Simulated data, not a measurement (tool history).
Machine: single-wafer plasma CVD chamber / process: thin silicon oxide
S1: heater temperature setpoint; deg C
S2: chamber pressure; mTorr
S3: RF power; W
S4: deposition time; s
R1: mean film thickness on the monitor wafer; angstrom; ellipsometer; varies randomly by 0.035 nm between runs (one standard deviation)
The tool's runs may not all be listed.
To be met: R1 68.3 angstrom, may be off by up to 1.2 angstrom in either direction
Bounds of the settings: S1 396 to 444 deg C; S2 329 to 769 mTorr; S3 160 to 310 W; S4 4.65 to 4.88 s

| run | hour | S1 | S2 | S3 | S4 | R1 |
|---|---|---|---|---|---|---|
| 1 | 0 | 420 | 549 | 235 | 4.88 | 50.765 |
| 2 | 4.8 | 420 | 549 | 215 | 4.88 | 48.645 |
| 3 | 11 | 420 | 450 | 215 | 4.88 | 40.045 |
| 4 | 19.6 | 420 | 384 | 215 | 4.88 | 34.085 |
| 5 | 24.4 | 420 | 329 | 215 | 4.88 | 29.443 |
| 6 | 28.5 | 420 | 370 | 215 | 4.88 | 32.669 |
| 7 | 33.6 | 420 | 407 | 215 | 4.88 | 36.494 |
| 8 | 34.4 | 420 | 440 | 215 | 4.88 | 38.948 |
| 9 | 35.5 | 420 | 469 | 215 | 4.88 | 41.936 |
| 10 | 43.5 | 420 | 579 | 220 | 4.88 | 51.935 |
| 11 | 44.4 | 420 | 595 | 220 | 4.88 | 53.148 |
| 12 | 44.9 | 420 | 705 | 225 | 4.88 | 63.075 |
| 13 | 48.9 | 420 | 711 | 225 | 4.88 | 64.333 |
| 14 | 57.6 | 420 | 715 | 225 | 4.88 | 63.63 |
| 15 | 59 | 420 | 720 | 225 | 4.88 | 63.959 |
| 16 | 64.3 | 420 | 725 | 225 | 4.88 | 64.883 |
| 17 | 72.9 | 420 | 729 | 225 | 4.88 | 65.078 |
| 18 | 80.5 | 420 | 733 | 225 | 4.88 | 65.691 |
| 19 | 85.3 | 420 | 736 | 225 | 4.88 | 66.011 |
| 20 | 88.8 | 420 | 739 | 225 | 4.88 | 65.796 |
| 21 | 93.9 | 420 | 742 | 225 | 4.88 | 65.919 |
| 22 | 100.6 | 420 | 745 | 225 | 4.88 | 66.6 |
| 23 | 102 | 420 | 747 | 225 | 4.88 | 66.399 |
| 24 | 110.5 | 420 | 747 | 225 | 4.88 | 66.874 |
| 25 | 112.8 | 420 | 749 | 225 | 4.88 | 66.901 |
| 26 | 121.5 | 420 | 751 | 225 | 4.88 | 66.764 |

Which one of the following 4 next-run settings gets every result inside its allowed miss? There is exactly one.
| A | 130.2 | 416 | 769 | 200 | 4.88 | ? |
| B | 130.2 | 416 | 695 | 250 | 4.88 | ? |
| C | 130.2 | 417 | 689 | 275 | 4.65 | ? |
| D | 130.2 | 408 | 712 | 250 | 4.88 | ? |

| move | R1 |
|---|---|
| A | 63.749 |
| B | 65.527 |
| C | 64.832 |
| D | 67.395 |
A: its largest miss is bigger than the last run's
B: its largest miss is bigger than the last run's
C: its largest miss is bigger than the last run's
D: in spec on every target
Answer: D
